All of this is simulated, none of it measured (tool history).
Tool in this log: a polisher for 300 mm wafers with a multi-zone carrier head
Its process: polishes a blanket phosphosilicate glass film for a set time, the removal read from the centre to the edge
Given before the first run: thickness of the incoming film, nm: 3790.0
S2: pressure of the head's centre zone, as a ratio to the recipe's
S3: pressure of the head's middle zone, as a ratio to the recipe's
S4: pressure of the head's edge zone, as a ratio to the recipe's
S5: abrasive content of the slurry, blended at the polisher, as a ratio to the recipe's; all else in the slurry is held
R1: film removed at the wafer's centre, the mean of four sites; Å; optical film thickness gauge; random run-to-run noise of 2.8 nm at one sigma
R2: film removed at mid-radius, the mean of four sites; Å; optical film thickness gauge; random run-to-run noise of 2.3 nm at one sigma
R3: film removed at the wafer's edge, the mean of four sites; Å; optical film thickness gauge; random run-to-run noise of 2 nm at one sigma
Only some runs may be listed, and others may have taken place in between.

{"run": 1, "day": 0.0, "flow of slurry (ml/min)": 290, "S2": 1.0, "S3": 1.0, "S4": 1.0, "S5": 1.0, "polishing time (s)": 51, "R1": 2938.8, "R2": 2945.8, "R3": 2886.7}
{"run": 2, "day": 0.125, "flow of slurry (ml/min)": 290, "S2": 1.0, "S3": 1.0, "S4": 1.0, "S5": 0.9, "polishing time (s)": 51, "R1": 2840.3, "R2": 2813.4, "R3": 2781.7}
{"run": 3, "day": 0.392, "flow of slurry (ml/min)": 285, "S2": 1.01, "S3": 0.98, "S4": 1.0, "S5": 0.9, "polishing time (s)": 51, "R1": 2833.3, "R2": 2784.6, "R3": 2805.9}
{"run": 4, "day": 0.604, "flow of slurry (ml/min)": 335, "S2": 1.01, "S3": 0.98, "S4": 1.0, "S5": 0.9, "polishing time (s)": 51, "R1": 2913.1, "R2": 2785.9, "R3": 2858.8}
{"run": 5, "day": 0.846, "flow of slurry (ml/min)": 335, "S2": 1.01, "S3": 1.04, "S4": 1.0, "S5": 0.9, "polishing time (s)": 51, "R1": 2935.1, "R2": 3039.0, "R3": 2834.2}
{"run": 6, "day": 1.125, "flow of slurry (ml/min)": 335, "S2": 1.01, "S3": 1.04, "S4": 1.0, "S5": 0.9, "polishing time (s)": 62, "R1": 3521.5, "R2": 3592.6, "R3": 3414.7}
{"run": 7, "day": 1.362, "flow of slurry (ml/min)": 325, "S2": 1.02, "S3": 1.01, "S4": 0.97, "S5": 0.85, "polishing time (s)": 62, "R1": 3503.6, "R2": 3422.2, "R3": 3289.8}

Run 8 has not been measured yet. What should we expect?
{"run": 8, "day": 1.45, "flow of slurry (ml/min)": 320, "S2": 1.02, "S3": 0.98, "S4": 0.95, "S5": 0.8, "polishing time (s)": 62, "R1": "?", "R2": "?", "R3": "?"}

R1: 3405.7 Å
R2: 3296.4 Å
R3: 3202.0 Å
